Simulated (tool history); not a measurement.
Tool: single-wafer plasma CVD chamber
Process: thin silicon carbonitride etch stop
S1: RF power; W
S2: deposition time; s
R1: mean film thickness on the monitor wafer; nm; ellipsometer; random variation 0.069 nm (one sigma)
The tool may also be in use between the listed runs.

run,hour,S1,S2,R1
1,0.0,190,19.5,11.0170
2,0.6,210,19.5,11.3800
3,6.0,190,19.5,11.1630
4,11.8,195,19.6,11.0520
5,15.5,195,17.4,9.9023
6,17.6,195,16.0,9.1395
7,25.7,195,16.0,9.0748
8,28.8,200,16.5,9.4708
9,31.2,205,16.9,9.8198
10,35.9,210,17.2,10.1000
11,42.9,215,17.4,10.1940
12,45.2,215,17.4,10.2670
13,47.4,220,17.7,10.5090
14,50.5,225,17.9,10.5610

Forecast run 15:
15,57.6,225,17.9,?

R1: 10.6080 nm

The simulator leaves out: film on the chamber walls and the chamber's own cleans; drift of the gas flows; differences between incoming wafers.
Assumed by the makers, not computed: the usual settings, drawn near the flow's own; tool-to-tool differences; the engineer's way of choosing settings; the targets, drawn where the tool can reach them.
